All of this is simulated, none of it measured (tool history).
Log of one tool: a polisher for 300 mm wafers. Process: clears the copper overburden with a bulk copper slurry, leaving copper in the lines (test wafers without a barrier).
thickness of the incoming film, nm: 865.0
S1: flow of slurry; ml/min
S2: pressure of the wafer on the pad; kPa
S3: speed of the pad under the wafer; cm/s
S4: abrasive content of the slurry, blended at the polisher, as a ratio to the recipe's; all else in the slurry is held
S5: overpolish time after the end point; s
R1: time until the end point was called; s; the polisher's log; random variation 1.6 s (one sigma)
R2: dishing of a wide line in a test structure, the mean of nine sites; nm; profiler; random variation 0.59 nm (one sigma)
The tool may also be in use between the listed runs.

run,hour,S1,S2,S3,S4,S5,R1,R2
1,0.0,250,11.7,108,1.00,11,145.750,45.306
2,1.0,250,13.1,108,1.00,10,137.970,45.369
3,7.4,250,13.1,108,1.10,10,129.940,46.106
4,14.8,250,15.2,108,1.10,10,118.090,52.585
5,20.7,255,15.9,110,1.15,9,109.350,52.121
6,21.8,260,16.5,112,1.15,9,97.071,53.941

Forecast run 7:
7,25.2,275,17.9,112,1.15,8,?,?

Run 7 gave R1 94.300 s, R2 53.303 nm.
